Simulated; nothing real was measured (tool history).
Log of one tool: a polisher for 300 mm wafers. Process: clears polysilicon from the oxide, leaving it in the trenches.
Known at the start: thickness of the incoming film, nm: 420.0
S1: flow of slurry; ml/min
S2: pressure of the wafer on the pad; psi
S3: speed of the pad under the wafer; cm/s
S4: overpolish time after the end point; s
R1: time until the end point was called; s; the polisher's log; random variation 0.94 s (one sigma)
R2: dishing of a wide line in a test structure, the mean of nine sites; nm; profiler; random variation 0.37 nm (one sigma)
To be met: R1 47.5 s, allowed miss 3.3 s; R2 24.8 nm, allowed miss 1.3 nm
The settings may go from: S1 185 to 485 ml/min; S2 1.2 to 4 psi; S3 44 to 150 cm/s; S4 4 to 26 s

run  hour   S1   S2  S3  S4      R1      R2
  1     0  310  2.6  96  13   30.55  42.323
  2   5.8  315  2.2  94  10  35.777  41.383
  3   8.8  285  2.3  80   8  39.886  37.959
  4  12.5  285  2.3  80  11  40.151  39.678
  5  16.1  250  2.5  68   9  43.699  37.279
  6  23.9  230  2.7  60   7  46.636  33.384
  7  24.6  215    3  54   6  49.419  30.543
  8  32.6  205  3.3  50   5  49.679  27.611

Which of these 4 next moves meets every target?
  A  40.6  215  2.9  58   6   ?   ?
  B  40.6  195  2.9  46   6   ?   ?
  C  40.6  260  3.1  52   4   ?   ?
  D  40.6  210  2.9  58   6   ?   ?

move      R1      R2
   A  47.675  31.119
   B   60.27  27.409
   C  48.903  24.289
   D  47.842  31.065
A: further off than the last run
B: further off than the last run
C: meets every target
D: further off than the last run
The right move is C.
